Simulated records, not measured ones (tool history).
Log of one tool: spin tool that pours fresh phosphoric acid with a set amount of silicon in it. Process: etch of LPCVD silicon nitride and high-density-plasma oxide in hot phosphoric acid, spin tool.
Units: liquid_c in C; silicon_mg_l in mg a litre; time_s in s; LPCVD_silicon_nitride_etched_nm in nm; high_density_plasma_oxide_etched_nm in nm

| run | hour | liquid_c | silicon_mg_l | time_s | LPCVD_silicon_nitride_etched_nm | high_density_plasma_oxide_etched_nm |
|---|---|---|---|---|---|---|
| 1 | 0.0 | 161.0 | 12.0 | 50 | 5.1562 | 0.097615 |
| 2 | 1.6 | 161.0 | 12.0 | 70 | 7.2318 | 0.297290 |
| 3 | 2.2 | 160.5 | 11.0 | 70 | 7.0645 | 0.199520 |
| 4 | 5.6 | 160.5 | 5.0 | 70 | 7.0985 | 0.252380 |
| 5 | 7.7 | 160.5 | 5.0 | 85 | 8.6841 | 0.321390 |
| 6 | 14.0 | 162.5 | 5.0 | 85 | 9.1179 | 0.329720 |
| 7 | 16.8 | 162.0 | 4.5 | 80 | 8.5237 | 0.174630 |

The next listed run, before its measurement:
| 8 | 21.3 | 161.5 | 5.0 | 75 | ? | ? |

{"run 8": {"LPCVD_silicon_nitride_etched_nm": 7.8875, "high_density_plasma_oxide_etched_nm": 0.3995}}
